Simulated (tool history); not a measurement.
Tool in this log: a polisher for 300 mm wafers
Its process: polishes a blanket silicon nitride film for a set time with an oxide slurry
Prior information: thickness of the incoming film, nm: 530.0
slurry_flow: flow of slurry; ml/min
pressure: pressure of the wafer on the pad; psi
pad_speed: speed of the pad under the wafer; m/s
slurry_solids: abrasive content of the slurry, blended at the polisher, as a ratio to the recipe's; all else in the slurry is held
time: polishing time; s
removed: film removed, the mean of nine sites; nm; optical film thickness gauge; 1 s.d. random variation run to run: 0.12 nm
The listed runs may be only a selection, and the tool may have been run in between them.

run	hour	slurry_flow	pressure	pad_speed	slurry_solids	time	removed
1	0.0	205	4.1	1.08	1.0	33	21.397
2	3.3	205	3.9	1.08	1.0	33	20.478
3	8.6	205	3.3	1.08	1.0	33	17.408
4	9.2	250	3.3	1.08	1.0	33	17.759
5	13.9	275	3.3	1.08	1.0	33	17.826
6	20.4	310	3.3	1.08	1.0	33	17.940

For run 7, what comes out?
7	24.0	310	3.2	1.08	1.0	33	?

For run 7 the tool returned removed 17.383 nm.
